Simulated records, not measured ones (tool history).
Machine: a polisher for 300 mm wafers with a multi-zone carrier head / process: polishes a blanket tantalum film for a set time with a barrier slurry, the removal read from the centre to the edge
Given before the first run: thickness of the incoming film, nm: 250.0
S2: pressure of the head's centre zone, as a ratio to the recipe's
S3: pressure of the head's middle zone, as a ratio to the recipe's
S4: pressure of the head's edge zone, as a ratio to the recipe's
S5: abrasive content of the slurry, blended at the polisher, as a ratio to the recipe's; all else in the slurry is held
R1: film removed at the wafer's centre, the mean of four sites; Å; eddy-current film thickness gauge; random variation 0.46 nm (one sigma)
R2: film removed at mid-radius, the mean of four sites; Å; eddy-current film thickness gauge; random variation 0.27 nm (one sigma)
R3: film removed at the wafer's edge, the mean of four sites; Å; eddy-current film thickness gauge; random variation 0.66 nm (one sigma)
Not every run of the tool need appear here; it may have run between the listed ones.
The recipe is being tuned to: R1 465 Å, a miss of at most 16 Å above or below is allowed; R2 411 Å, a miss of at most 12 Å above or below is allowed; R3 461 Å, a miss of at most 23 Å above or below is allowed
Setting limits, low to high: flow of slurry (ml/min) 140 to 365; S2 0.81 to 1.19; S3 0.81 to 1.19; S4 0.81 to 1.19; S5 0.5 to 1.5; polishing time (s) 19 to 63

run 1 day=0 | flow_of_slurry_(ml/min)=235 S2=1 S3=1 S4=1 S5=1 polishing_time_(s)=41 | R1=909.26 R2=900.19 R3=897.54
run 2 day=0.208 | flow_of_slurry_(ml/min)=230 S2=0.99 S3=0.97 S4=0.99 S5=0.9 polishing_time_(s)=38 | R1=793.4 R2=787.7 R3=800.09
run 3 day=0.562 | flow_of_slurry_(ml/min)=225 S2=1 S3=0.94 S4=0.98 S5=0.85 polishing_time_(s)=35 | R1=709.41 R2=674.17 R3=712.31
run 4 day=0.838 | flow_of_slurry_(ml/min)=220 S2=1 S3=0.92 S4=0.95 S5=0.8 polishing_time_(s)=34 | R1=661.27 R2=615.49 R3=655.76
run 5 day=0.896 | flow_of_slurry_(ml/min)=220 S2=1 S3=0.92 S4=0.95 S5=0.8 polishing_time_(s)=40 | R1=767.08 R2=727.57 R3=783.8
run 6 day=1.129 | flow_of_slurry_(ml/min)=220 S2=1 S3=0.92 S4=0.95 S5=0.95 polishing_time_(s)=40 | R1=858.77 R2=798.14 R3=861.54
run 7 day=1.488 | flow_of_slurry_(ml/min)=220 S2=1 S3=0.91 S4=0.94 S5=0.85 polishing_time_(s)=38 | R1=770.4 R2=714.26 R3=755.26
run 8 day=1.833 | flow_of_slurry_(ml/min)=215 S2=1 S3=0.89 S4=0.93 S5=0.8 polishing_time_(s)=36 | R1=701.38 R2=639.5 R3=692.55
run 9 day=2.079 | flow_of_slurry_(ml/min)=210 S2=1 S3=0.88 S4=0.92 S5=0.75 polishing_time_(s)=35 | R1=653.31 R2=590.06 R3=638.49
run 10 day=2.379 | flow_of_slurry_(ml/min)=160 S2=0.95 S3=0.81 S4=0.87 S5=0.5 polishing_time_(s)=29 | R1=330.41 R2=295.68 R3=337.81
run 11 day=2.538 | flow_of_slurry_(ml/min)=190 S2=0.95 S3=0.81 S4=0.87 S5=0.5 polishing_time_(s)=29 | R1=351.57 R2=301.99 R3=335.8
run 12 day=2.771 | flow_of_slurry_(ml/min)=190 S2=0.97 S3=0.83 S4=0.9 S5=0.5 polishing_time_(s)=28 | R1=338.11 R2=299.44 R3=342.96
run 13 day=2.812 | flow_of_slurry_(ml/min)=210 S2=0.99 S3=0.85 S4=0.92 S5=0.5 polishing_time_(s)=28 | R1=345.11 R2=307.2 R3=339.73
run 14 day=2.996 | flow_of_slurry_(ml/min)=200 S2=1.02 S3=0.87 S4=0.93 S5=0.5 polishing_time_(s)=28 | R1=345.88 R2=313.07 R3=352
run 15 day=3.183 | flow_of_slurry_(ml/min)=215 S2=1.05 S3=0.89 S4=0.95 S5=0.5 polishing_time_(s)=28 | R1=362.36 R2=322.17 R3=363.52
run 16 day=3.488 | flow_of_slurry_(ml/min)=230 S2=1.08 S3=0.91 S4=0.97 S5=0.5 polishing_time_(s)=28 | R1=383.34 R2=333.01 R3=352.07
run 17 day=3.617 | flow_of_slurry_(ml/min)=225 S2=1.09 S3=0.92 S4=0.99 S5=0.55 polishing_time_(s)=28 | R1=423.1 R2=379.08 R3=408.59
run 18 day=3.8 | flow_of_slurry_(ml/min)=220 S2=1.1 S3=0.92 S4=1 S5=0.55 polishing_time_(s)=28 | R1=432.44 R2=376.62 R3=411.09
run 19 day=4.062 | flow_of_slurry_(ml/min)=215 S2=1.11 S3=0.93 S4=1.01 S5=0.55 polishing_time_(s)=28 | R1=437.41 R2=381.37 R3=408.91
run 20 day=4.342 | flow_of_slurry_(ml/min)=215 S2=1.11 S3=0.93 S4=1.04 S5=0.55 polishing_time_(s)=28 | R1=429.48 R2=379.35 R3=404.3
run 21 day=4.712 | flow_of_slurry_(ml/min)=200 S2=1.11 S3=0.92 S4=1.05 S5=0.55 polishing_time_(s)=28 | R1=421.47 R2=369.37 R3=410.71
run 22 day=5.075 | flow_of_slurry_(ml/min)=200 S2=1.12 S3=0.93 S4=1.07 S5=0.55 polishing_time_(s)=28 | R1=430.33 R2=375.63 R3=413.83
run 23 day=5.429 | flow_of_slurry_(ml/min)=200 S2=1.12 S3=0.93 S4=1.09 S5=0.55 polishing_time_(s)=28 | R1=429.25 R2=372.92 R3=432.34
run 24 day=5.633 | flow_of_slurry_(ml/min)=210 S2=1.12 S3=0.94 S4=1.1 S5=0.55 polishing_time_(s)=28 | R1=430.6 R2=374.42 R3=416.72
run 25 day=5.975 | flow_of_slurry_(ml/min)=200 S2=1.13 S3=0.95 S4=1.11 S5=0.55 polishing_time_(s)=28 | R1=434.08 R2=383.64 R3=424.5
run 26 day=6.283 | flow_of_slurry_(ml/min)=200 S2=1.13 S3=0.95 S4=1.12 S5=0.55 polishing_time_(s)=28 | R1=428.65 R2=384.93 R3=429.24
run 27 day=6.617 | flow_of_slurry_(ml/min)=200 S2=1.14 S3=0.95 S4=1.13 S5=0.55 polishing_time_(s)=28 | R1=437.37 R2=377.11 R3=423.2
run 28 day=6.821 | flow_of_slurry_(ml/min)=200 S2=1.14 S3=0.95 S4=1.14 S5=0.55 polishing_time_(s)=28 | R1=432.47 R2=379.31 R3=432.28
run 29 day=6.842 | flow_of_slurry_(ml/min)=260 S2=1.18 S3=1 S4=1.19 S5=0.6 polishing_time_(s)=28 | R1=501.5 R2=451.85 R3=488.14
run 30 day=6.871 | flow_of_slurry_(ml/min)=250 S2=1.18 S3=1 S4=1.19 S5=0.6 polishing_time_(s)=28 | R1=511.76 R2=450.74 R3=476.5

5 next moves are on the table. One of them brings every result within its allowed miss. Which?
run A day=6.9 | flow_of_slurry_(ml/min)=275 S2=1.19 S3=1.05 S4=1.14 S5=0.7 polishing_time_(s)=25 | R1=? R2=? R3=?
run B day=6.9 | flow_of_slurry_(ml/min)=290 S2=0.98 S3=1.06 S4=1.19 S5=0.65 polishing_time_(s)=25 | R1=? R2=? R3=?
run C day=6.9 | flow_of_slurry_(ml/min)=275 S2=1.09 S3=1.14 S4=1.16 S5=0.7 polishing_time_(s)=24 | R1=? R2=? R3=?
run D day=6.9 | flow_of_slurry_(ml/min)=240 S2=1.16 S3=0.98 S4=1.19 S5=0.6 polishing_time_(s)=26 | R1=? R2=? R3=?
run E day=6.9 | flow_of_slurry_(ml/min)=245 S2=1.05 S3=0.98 S4=1.19 S5=0.5 polishing_time_(s)=35 | R1=? R2=? R3=?

move=A R1=531.47 R2=478.78 R3=504.72
move=B R1=439.21 R2=458.69 R3=489.42
move=C R1=478.75 R2=491.98 R3=488.29
move=D R1=467.98 R2=407.18 R3=466.35
move=E R1=473.54 R2=442.95 R3=506.78
A: its largest miss is bigger than the last run's
B: its largest miss is bigger than the last run's
C: its largest miss is bigger than the last run's
D: in spec on every target
E: moves toward the targets from the last run without getting all of them in spec
Go with D: it meets all targets.
